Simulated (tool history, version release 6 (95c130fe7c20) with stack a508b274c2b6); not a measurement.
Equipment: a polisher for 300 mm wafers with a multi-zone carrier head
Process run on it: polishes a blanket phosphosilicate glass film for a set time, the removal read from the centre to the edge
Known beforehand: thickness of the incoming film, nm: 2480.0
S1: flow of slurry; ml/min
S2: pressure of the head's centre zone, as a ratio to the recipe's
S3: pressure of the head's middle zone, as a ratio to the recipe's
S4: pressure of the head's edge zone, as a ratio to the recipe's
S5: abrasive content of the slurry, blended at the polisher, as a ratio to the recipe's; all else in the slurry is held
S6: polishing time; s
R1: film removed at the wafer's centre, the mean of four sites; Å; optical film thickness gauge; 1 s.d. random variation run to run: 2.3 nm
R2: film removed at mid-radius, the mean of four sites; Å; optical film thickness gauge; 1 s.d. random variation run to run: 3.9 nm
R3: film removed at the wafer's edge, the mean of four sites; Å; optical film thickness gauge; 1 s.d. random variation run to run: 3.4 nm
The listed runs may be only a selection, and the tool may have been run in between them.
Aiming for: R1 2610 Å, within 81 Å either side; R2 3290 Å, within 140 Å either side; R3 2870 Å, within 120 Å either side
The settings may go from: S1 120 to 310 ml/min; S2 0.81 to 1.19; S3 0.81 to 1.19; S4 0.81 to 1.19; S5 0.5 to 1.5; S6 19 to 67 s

Run 1, day 0: S1 200 ml/min, S2 1, S3 1, S4 1, S5 1, S6 43 s. Result: R1 3253 Å, R2 3290.5 Å, R3 3289.7 Å.
Run 2, day 0.121: S1 200 ml/min, S2 1, S3 0.94, S4 1, S5 1, S6 43 s. Result: R1 3235 Å, R2 3139.6 Å, R3 3229.9 Å.
Run 3, day 0.175: S1 200 ml/min, S2 1, S3 1.03, S4 1, S5 1, S6 43 s. Result: R1 3256.7 Å, R2 3337.2 Å, R3 3243.6 Å.
Run 4, day 0.338: S1 200 ml/min, S2 1, S3 1.03, S4 1, S5 1, S6 35 s. Result: R1 2684.3 Å, R2 2752.2 Å, R3 2607.5 Å.
Run 5, day 0.538: S1 205 ml/min, S2 0.97, S3 1.08, S4 1.02, S5 1.05, S6 35 s. Result: R1 2652.7 Å, R2 2911.6 Å, R3 2745.5 Å.
Run 6, day 0.867: S1 205 ml/min, S2 0.97, S3 1.08, S4 1.02, S5 1.05, S6 29 s. Result: R1 2173.2 Å, R2 2441.7 Å, R3 2230 Å.
Run 7, day 0.925: S1 215 ml/min, S2 0.96, S3 1.12, S4 1.03, S5 1.2, S6 29 s. Result: R1 2321.2 Å, R2 2655.5 Å, R3 2434.3 Å.
Run 8, day 1.092: S1 220 ml/min, S2 0.94, S3 1.14, S4 1.01, S5 1.3, S6 30 s. Result: R1 2459.2 Å, R2 2931.1 Å, R3 2567.2 Å.
Run 9, day 1.467: S1 230 ml/min, S2 0.93, S3 1.16, S4 1.03, S5 1.35, S6 30 s. Result: R1 2494.2 Å, R2 3081.2 Å, R3 2656.5 Å.
Run 10, day 1.633: S1 240 ml/min, S2 0.93, S3 1.17, S4 1.05, S5 1.35, S6 30 s. Result: R1 2499 Å, R2 3056.8 Å, R3 2636.7 Å.

Consider the 5 candidate settings below. Which is the only one whose results all fall within their allowed miss of target?
Run A, day 1.8: S1 300 ml/min, S2 0.92, S3 1.19, S4 0.94, S5 1.35, S6 27 s. Result: R1 ?, R2 ?, R3 ?.
Run B, day 1.8: S1 295 ml/min, S2 0.88, S3 1.13, S4 1.02, S5 1.2, S6 34 s. Result: R1 ?, R2 ?, R3 ?.
Run C, day 1.8: S1 215 ml/min, S2 0.92, S3 0.99, S4 1.15, S5 1.35, S6 33 s. Result: R1 ?, R2 ?, R3 ?.
Run D, day 1.8: S1 255 ml/min, S2 0.95, S3 1.19, S4 0.99, S5 1.35, S6 29 s. Result: R1 ?, R2 ?, R3 ?.
Run E, day 1.8: S1 260 ml/min, S2 1.03, S3 1.16, S4 1, S5 1.3, S6 27 s. Result: R1 ?, R2 ?, R3 ?.

move      R1      R2      R3
   A  2284.4  2834.1  2406.4
   B    2620  3259.6  2980.5
   C  2665.6  2861.8  3090.2
   D  2484.6  2989.6  2598.8
   E  2479.3    2691  2398.9
A: the biggest miss grows against the last run
B: every result lands within tolerance
C: carries the result that was furthest off beyond its target, to the other side
D: the biggest miss grows against the last run
E: the biggest miss grows against the last run
B is the move that brings every result within its allowed miss.
